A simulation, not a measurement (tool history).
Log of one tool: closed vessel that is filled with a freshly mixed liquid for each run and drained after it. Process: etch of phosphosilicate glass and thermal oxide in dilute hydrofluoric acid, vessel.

run  hour  temperature setpoint of the liquid (°C)  parts of water to one part of 49 % hydrofluoric acid (parts by volume)  time in the liquid (s)  thickness taken off the phosphosilicate glass on a monitor wafer (Å)  thickness taken off the thermal oxide on a monitor wafer (Å)
  1     0                                       22                                                                     185                      60                                                                553.33                                                        14.709
  2   3.5                                     24.5                                                                     170                      60                                                                677.83                                                        17.391
  3  11.2                                     24.5                                                                     170                      40                                                                453.01                                                        11.624
  4  16.4                                       22                                                                     170                      40                                                                412.14                                                        10.481
  5    18                                     24.5                                                                     170                      40                                                                454.89                                                        11.376
  6  21.9                                     24.5                                                                     225                      40                                                                321.95                                                        8.4998
  7  26.1                                     25.5                                                                     180                      40                                                                437.61                                                        11.469
  8  32.7                                       27                                                                     145                      40                                                                599.39                                                        15.061
  9  34.5                                       28                                                                     125                      40                                                                743.15                                                        19.636
 10  40.8                                     28.5                                                                      85                      45                                                                1307.1                                                         33.94
 11  47.2                                     26.5                                                                      85                      45                                                                1209.9                                                        30.628

What does the tool deliver on the next run?
 12    51                                     25.5                                                                      90                      45                                                                     ?                                                             ?

{"run 12": {"thickness taken off the phosphosilicate glass on a monitor wafer (Å)": 1107.5, "thickness taken off the thermal oxide on a monitor wafer (Å)": 28.736}}
